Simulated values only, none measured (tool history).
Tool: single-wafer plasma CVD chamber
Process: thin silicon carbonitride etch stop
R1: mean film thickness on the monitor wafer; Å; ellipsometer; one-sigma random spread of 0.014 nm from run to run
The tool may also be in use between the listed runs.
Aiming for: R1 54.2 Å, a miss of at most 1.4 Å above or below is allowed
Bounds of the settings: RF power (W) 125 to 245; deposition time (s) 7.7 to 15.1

{"run": 1, "hour": 0.0, "RF power (W)": 185, "deposition time (s)": 11.4, "R1": 62.39}
{"run": 2, "hour": 6.9, "RF power (W)": 180, "deposition time (s)": 11.2, "R1": 60.511}
{"run": 3, "hour": 15.5, "RF power (W)": 160, "deposition time (s)": 11.2, "R1": 58.345}
{"run": 4, "hour": 18.6, "RF power (W)": 160, "deposition time (s)": 9.8, "R1": 51.232}
{"hour": 23.7, "done": "thermocouple changed; heater temperature recalibrated"}
{"run": 5, "hour": 23.7, "RF power (W)": 160, "deposition time (s)": 10.9, "R1": 56.583}
{"run": 6, "hour": 30.6, "RF power (W)": 160, "deposition time (s)": 9.6, "R1": 49.92}
{"run": 7, "hour": 34.9, "RF power (W)": 165, "deposition time (s)": 9.7, "R1": 51.131}
{"run": 8, "hour": 43.3, "RF power (W)": 170, "deposition time (s)": 9.8, "R1": 52.094}

Exercise: of the 5 proposed moves below, exactly one satisfies all targets within the stated allowed misses. Which move is it?
{"run": "A", "hour": 51.7, "RF power (W)": 150, "deposition time (s)": 9.8, "R1": "?"}
{"run": "B", "hour": 51.7, "RF power (W)": 175, "deposition time (s)": 9.2, "R1": "?"}
{"run": "C", "hour": 51.7, "RF power (W)": 165, "deposition time (s)": 9.5, "R1": "?"}
{"run": "D", "hour": 51.7, "RF power (W)": 160, "deposition time (s)": 9.9, "R1": "?"}
{"run": "E", "hour": 51.7, "RF power (W)": 180, "deposition time (s)": 10, "R1": "?"}

move=A R1=49.996
move=B R1=49.284
move=C R1=49.954
move=D R1=51.552
move=E R1=54.048
A: lands further from the targets than the last run did
B: lands further from the targets than the last run did
C: lands further from the targets than the last run did
D: lands further from the targets than the last run did
E: each result inside its tolerance
So the answer is move E, the one that meets all the targets.
